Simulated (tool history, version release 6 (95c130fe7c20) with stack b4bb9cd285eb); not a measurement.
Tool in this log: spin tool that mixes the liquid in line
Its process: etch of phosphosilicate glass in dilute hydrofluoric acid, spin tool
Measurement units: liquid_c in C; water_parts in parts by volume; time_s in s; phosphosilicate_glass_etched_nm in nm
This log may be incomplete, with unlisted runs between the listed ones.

run	hour	liquid_c	water_parts	time_s	phosphosilicate_glass_etched_nm
1	0.0	26.0	140	15	18.066
2	1.9	26.0	140	15	18.256
3	9.3	27.5	130	15	21.067
4	11.6	27.5	130	15	20.990
# hour 17.7: hydrofluoric acid flow meter replaced
5	17.7	29.0	120	15	27.672
6	23.2	26.5	120	15	25.162
7	24.1	28.0	115	15	27.756

Run 8, settings as shown, results not yet in. Your forecast:
8	31.6	29.0	115	15	?

{"run 8": {"phosphosilicate_glass_etched_nm": 29.468}}

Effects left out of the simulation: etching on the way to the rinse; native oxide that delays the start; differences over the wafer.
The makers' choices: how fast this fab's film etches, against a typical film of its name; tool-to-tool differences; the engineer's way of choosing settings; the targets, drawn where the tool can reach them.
